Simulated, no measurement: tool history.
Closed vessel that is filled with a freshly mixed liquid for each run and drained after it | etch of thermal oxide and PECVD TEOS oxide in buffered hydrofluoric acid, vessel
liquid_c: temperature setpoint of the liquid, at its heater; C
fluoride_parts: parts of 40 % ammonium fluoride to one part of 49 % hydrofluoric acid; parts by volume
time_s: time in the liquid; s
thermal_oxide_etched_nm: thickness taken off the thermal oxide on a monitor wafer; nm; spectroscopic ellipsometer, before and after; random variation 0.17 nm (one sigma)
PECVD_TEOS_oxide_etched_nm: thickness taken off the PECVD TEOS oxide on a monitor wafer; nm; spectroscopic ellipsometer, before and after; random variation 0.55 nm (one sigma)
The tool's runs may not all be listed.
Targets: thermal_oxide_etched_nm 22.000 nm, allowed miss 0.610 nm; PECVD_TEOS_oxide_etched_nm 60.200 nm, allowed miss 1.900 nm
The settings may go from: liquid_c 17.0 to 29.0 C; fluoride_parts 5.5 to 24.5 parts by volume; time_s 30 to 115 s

{"run": 1, "hour": 0.0, "liquid_c": 21.0, "fluoride_parts": 15.0, "time_s": 60, "thermal_oxide_etched_nm": 37.912, "PECVD_TEOS_oxide_etched_nm": 104.77}
{"run": 2, "hour": 1.2, "liquid_c": 21.0, "fluoride_parts": 15.0, "time_s": 85, "thermal_oxide_etched_nm": 53.714, "PECVD_TEOS_oxide_etched_nm": 148.83}
{"run": 3, "hour": 7.9, "liquid_c": 20.0, "fluoride_parts": 17.0, "time_s": 85, "thermal_oxide_etched_nm": 45.06, "PECVD_TEOS_oxide_etched_nm": 123.58}
{"run": 4, "hour": 15.0, "liquid_c": 19.5, "fluoride_parts": 18.5, "time_s": 85, "thermal_oxide_etched_nm": 40.298, "PECVD_TEOS_oxide_etched_nm": 111.27}
{"run": 5, "hour": 17.4, "liquid_c": 19.0, "fluoride_parts": 20.0, "time_s": 85, "thermal_oxide_etched_nm": 35.914, "PECVD_TEOS_oxide_etched_nm": 97.813}
{"run": 6, "hour": 22.5, "liquid_c": 18.5, "fluoride_parts": 21.0, "time_s": 85, "thermal_oxide_etched_nm": 33.936, "PECVD_TEOS_oxide_etched_nm": 93.099}
{"run": 7, "hour": 28.7, "liquid_c": 18.0, "fluoride_parts": 22.0, "time_s": 80, "thermal_oxide_etched_nm": 30.169, "PECVD_TEOS_oxide_etched_nm": 82.252}
{"run": 8, "hour": 33.7, "liquid_c": 18.0, "fluoride_parts": 22.0, "time_s": 80, "thermal_oxide_etched_nm": 29.912, "PECVD_TEOS_oxide_etched_nm": 82.604}
{"run": 9, "hour": 36.4, "liquid_c": 18.0, "fluoride_parts": 22.5, "time_s": 80, "thermal_oxide_etched_nm": 29.458, "PECVD_TEOS_oxide_etched_nm": 81.301}
{"run": 10, "hour": 38.6, "liquid_c": 18.0, "fluoride_parts": 23.0, "time_s": 75, "thermal_oxide_etched_nm": 27.367, "PECVD_TEOS_oxide_etched_nm": 75.059}
{"run": 11, "hour": 41.2, "liquid_c": 18.0, "fluoride_parts": 23.5, "time_s": 75, "thermal_oxide_etched_nm": 26.815, "PECVD_TEOS_oxide_etched_nm": 72.891}
{"run": 12, "hour": 47.3, "liquid_c": 17.5, "fluoride_parts": 24.0, "time_s": 70, "thermal_oxide_etched_nm": 23.818, "PECVD_TEOS_oxide_etched_nm": 65.435}

4 next moves are on the table. One of them brings every result within its allowed miss. Which?
{"run": "A", "hour": 53.4, "liquid_c": 17.5, "fluoride_parts": 24.5, "time_s": 65, "thermal_oxide_etched_nm": "?", "PECVD_TEOS_oxide_etched_nm": "?"}
{"run": "B", "hour": 53.4, "liquid_c": 17.5, "fluoride_parts": 24.5, "time_s": 75, "thermal_oxide_etched_nm": "?", "PECVD_TEOS_oxide_etched_nm": "?"}
{"run": "C", "hour": 53.4, "liquid_c": 18.0, "fluoride_parts": 24.5, "time_s": 70, "thermal_oxide_etched_nm": "?", "PECVD_TEOS_oxide_etched_nm": "?"}
{"run": "D", "hour": 53.4, "liquid_c": 17.0, "fluoride_parts": 24.5, "time_s": 75, "thermal_oxide_etched_nm": "?", "PECVD_TEOS_oxide_etched_nm": "?"}

move=A thermal_oxide_etched_nm=21.726 PECVD_TEOS_oxide_etched_nm=60.573
move=B thermal_oxide_etched_nm=25.068 PECVD_TEOS_oxide_etched_nm=69.892
move=C thermal_oxide_etched_nm=24.074 PECVD_TEOS_oxide_etched_nm=67.120
move=D thermal_oxide_etched_nm=24.361 PECVD_TEOS_oxide_etched_nm=67.919
A: meets every target
B: further off than the last run
C: further off than the last run
D: further off than the last run
Answer: A
